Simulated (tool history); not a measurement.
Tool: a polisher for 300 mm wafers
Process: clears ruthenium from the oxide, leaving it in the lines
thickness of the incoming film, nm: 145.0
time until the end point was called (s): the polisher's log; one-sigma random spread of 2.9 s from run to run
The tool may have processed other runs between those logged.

run  hour  flow of slurry (ml/min)  pressure of the wafer on the pad (psi)  speed of the pad under the wafer (cm/s)  overpolish time after the end point (s)  time until the end point was called (s)
  1     0                      260                                     1.6                                      100                                       36                                   149.28
  2     1                      260                                     1.6                                      100                                       36                                   144.51
  3   6.2                      260                                     1.5                                      100                                       36                                   160.65
  4   9.1                      260                                     1.4                                      100                                       36                                   167.08
  5  13.1                      225                                     1.4                                      100                                       36                                   170.36
  6  20.5                      225                                     1.4                                      114                                       36                                   151.93
  7  29.1                      225                                     1.3                                      114                                       36                                   156.15

Estimate the outcome of run 8 from the log above:
     31.5  -- head pressure recalibrated
  8  31.5                      225                                     1.2                                      114                                       36                                        ?

time until the end point was called (s): 186.99
